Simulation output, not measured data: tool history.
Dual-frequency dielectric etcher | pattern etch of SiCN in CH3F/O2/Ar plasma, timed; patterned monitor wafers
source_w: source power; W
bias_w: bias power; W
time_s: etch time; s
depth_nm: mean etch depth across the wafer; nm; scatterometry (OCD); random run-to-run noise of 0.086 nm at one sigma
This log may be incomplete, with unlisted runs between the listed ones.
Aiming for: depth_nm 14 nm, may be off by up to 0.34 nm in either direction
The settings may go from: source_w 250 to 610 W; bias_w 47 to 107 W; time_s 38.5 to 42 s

run 1 hour=0 | source_w=430 bias_w=77 time_s=42 | depth_nm=16.885
run 2 hour=7.1 | source_w=430 bias_w=86 time_s=42 | depth_nm=17.56
run 3 hour=9 | source_w=410 bias_w=84 time_s=42 | depth_nm=17.272
run 4 hour=16.2 | source_w=400 bias_w=81 time_s=42 | depth_nm=16.952
-- hour=24.8 source power generator calibrated
run 5 hour=24.8 | source_w=400 bias_w=81 time_s=38.5 | depth_nm=15.191
run 6 hour=27.1 | source_w=390 bias_w=81 time_s=38.5 | depth_nm=15.176
run 7 hour=33.7 | source_w=380 bias_w=81 time_s=38.5 | depth_nm=15.118
run 8 hour=34.4 | source_w=370 bias_w=81 time_s=38.5 | depth_nm=14.986
run 9 hour=35.3 | source_w=360 bias_w=81 time_s=38.5 | depth_nm=14.96

5 candidate next runs follow, results not yet known. Just one meets every target within its allowed miss. Identify it.
run A hour=36.2 | source_w=340 bias_w=70 time_s=39 | depth_nm=?
run B hour=36.2 | source_w=290 bias_w=88 time_s=38.5 | depth_nm=?
run C hour=36.2 | source_w=270 bias_w=103 time_s=41 | depth_nm=?
run D hour=36.2 | source_w=280 bias_w=82 time_s=40 | depth_nm=?
run E hour=36.2 | source_w=370 bias_w=81 time_s=39.5 | depth_nm=?

move=A depth_nm=14.085
move=B depth_nm=14.822
move=C depth_nm=16.667
move=D depth_nm=14.81
move=E depth_nm=15.522
A: hits every target within its allowed miss
B: closes in on the targets versus the last run, not all within tolerance yet
C: its largest miss is bigger than the last run's
D: closes in on the targets versus the last run, not all within tolerance yet
E: its largest miss is bigger than the last run's
Answer: A
